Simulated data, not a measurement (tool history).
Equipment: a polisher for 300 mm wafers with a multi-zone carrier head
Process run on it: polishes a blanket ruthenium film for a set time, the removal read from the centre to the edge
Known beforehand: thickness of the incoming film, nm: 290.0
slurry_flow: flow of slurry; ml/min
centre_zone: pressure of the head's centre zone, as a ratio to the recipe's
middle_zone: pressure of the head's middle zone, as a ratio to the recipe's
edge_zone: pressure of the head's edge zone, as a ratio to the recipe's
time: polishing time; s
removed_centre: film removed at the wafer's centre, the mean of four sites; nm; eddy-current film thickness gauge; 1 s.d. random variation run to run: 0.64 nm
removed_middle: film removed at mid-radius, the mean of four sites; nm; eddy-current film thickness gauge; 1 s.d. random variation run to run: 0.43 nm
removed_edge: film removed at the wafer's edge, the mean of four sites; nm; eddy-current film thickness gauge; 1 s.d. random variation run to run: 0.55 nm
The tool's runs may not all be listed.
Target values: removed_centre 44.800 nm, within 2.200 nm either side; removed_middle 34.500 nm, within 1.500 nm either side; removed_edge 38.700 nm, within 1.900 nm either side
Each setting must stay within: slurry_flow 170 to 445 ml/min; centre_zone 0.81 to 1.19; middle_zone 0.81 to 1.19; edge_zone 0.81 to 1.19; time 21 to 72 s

run 1 day=0.000 | slurry_flow=285 centre_zone=1.00 middle_zone=1.00 edge_zone=1.00 time=46 | removed_centre=32.651 removed_middle=31.840 removed_edge=33.576
run 2 day=0.183 | slurry_flow=285 centre_zone=1.02 middle_zone=1.00 edge_zone=1.01 time=47 | removed_centre=34.684 removed_middle=33.288 removed_edge=34.849
run 3 day=0.408 | slurry_flow=285 centre_zone=0.94 middle_zone=1.00 edge_zone=1.01 time=47 | removed_centre=31.735 removed_middle=32.054 removed_edge=34.634
run 4 day=0.692 | slurry_flow=285 centre_zone=0.94 middle_zone=1.06 edge_zone=1.01 time=47 | removed_centre=31.728 removed_middle=34.506 removed_edge=34.635
run 5 day=0.954 | slurry_flow=285 centre_zone=0.94 middle_zone=1.06 edge_zone=1.01 time=41 | removed_centre=28.102 removed_middle=30.594 removed_edge=29.475
run 6 day=1.058 | slurry_flow=285 centre_zone=0.88 middle_zone=1.06 edge_zone=1.01 time=41 | removed_centre=26.682 removed_middle=29.927 removed_edge=29.513
run 7 day=1.171 | slurry_flow=290 centre_zone=0.92 middle_zone=1.04 edge_zone=1.00 time=42 | removed_centre=27.603 removed_middle=30.421 removed_edge=30.632
run 8 day=1.267 | slurry_flow=285 centre_zone=0.95 middle_zone=1.03 edge_zone=1.02 time=43 | removed_centre=29.580 removed_middle=30.884 removed_edge=31.489

Pick the move, out of 4, that brings all results within their allowed miss; only one does.
run A day=1.362 | slurry_flow=290 centre_zone=1.17 middle_zone=0.92 edge_zone=1.01 time=53 | removed_centre=? removed_middle=? removed_edge=?
run B day=1.362 | slurry_flow=300 centre_zone=1.06 middle_zone=0.93 edge_zone=1.01 time=53 | removed_centre=? removed_middle=? removed_edge=?
run C day=1.362 | slurry_flow=220 centre_zone=0.95 middle_zone=1.13 edge_zone=1.07 time=48 | removed_centre=? removed_middle=? removed_edge=?
run D day=1.362 | slurry_flow=220 centre_zone=1.19 middle_zone=0.85 edge_zone=1.06 time=53 | removed_centre=? removed_middle=? removed_edge=?

move=A removed_centre=45.613 removed_middle=34.654 removed_edge=38.464
move=B removed_centre=41.441 removed_middle=35.095 removed_edge=38.550
move=C removed_centre=32.485 removed_middle=36.303 removed_edge=34.725
move=D removed_centre=44.916 removed_middle=31.538 removed_edge=38.350
A: each result inside its tolerance
B: better than the last run, though not everything is in spec
C: better than the last run, though not everything is in spec
D: brings the result that was furthest off to its target, and leaves another outside
So the answer is move A, the one that meets all the targets.
